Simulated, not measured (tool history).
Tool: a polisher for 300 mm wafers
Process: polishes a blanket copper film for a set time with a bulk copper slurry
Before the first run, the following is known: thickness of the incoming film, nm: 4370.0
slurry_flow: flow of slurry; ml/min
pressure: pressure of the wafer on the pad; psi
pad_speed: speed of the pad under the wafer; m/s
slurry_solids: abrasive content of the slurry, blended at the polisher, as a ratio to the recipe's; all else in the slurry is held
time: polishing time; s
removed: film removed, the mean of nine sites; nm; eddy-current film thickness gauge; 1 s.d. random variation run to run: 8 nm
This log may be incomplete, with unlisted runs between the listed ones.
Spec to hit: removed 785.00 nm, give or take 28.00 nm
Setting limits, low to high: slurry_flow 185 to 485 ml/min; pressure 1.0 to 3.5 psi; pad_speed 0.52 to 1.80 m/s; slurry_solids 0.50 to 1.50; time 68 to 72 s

run,day,slurry_flow,pressure,pad_speed,slurry_solids,time,removed
1,0.000,310,2.2,1.16,1.00,68,549.66
2,0.038,340,2.2,1.16,1.00,68,545.57
3,0.171,340,2.2,0.90,1.00,68,461.67
4,0.417,340,1.8,0.90,1.00,68,379.78
5,0.688,290,1.8,0.90,1.00,68,367.35
6,0.879,290,2.1,0.90,1.00,68,442.71
7,1.075,290,2.2,0.90,1.00,68,454.83
8,1.238,290,2.4,0.90,1.00,68,501.97
9,1.571,290,2.5,0.90,1.00,68,528.63
10,1.704,290,2.6,0.90,1.00,68,549.94
11,1.879,290,2.7,0.90,1.00,68,560.46
12,2.000,290,3.3,0.94,1.00,68,705.95
13,2.271,290,3.4,0.98,1.00,68,736.98

Below are 4 possible settings for the next run. Only one of them brings all results inside the allowed miss of their targets. Which is it?
A,2.542,250,3.5,0.82,1.10,70,?
B,2.542,310,3.2,1.16,0.90,70,?
C,2.542,290,3.0,1.02,0.90,72,?
D,2.542,270,3.2,0.94,1.05,68,?

move,removed
A,700.36
B,776.10
C,684.61
D,674.52
A: further off than the last run
B: all results land within tolerance of their targets
C: further off than the last run
D: further off than the last run
B meets every target.
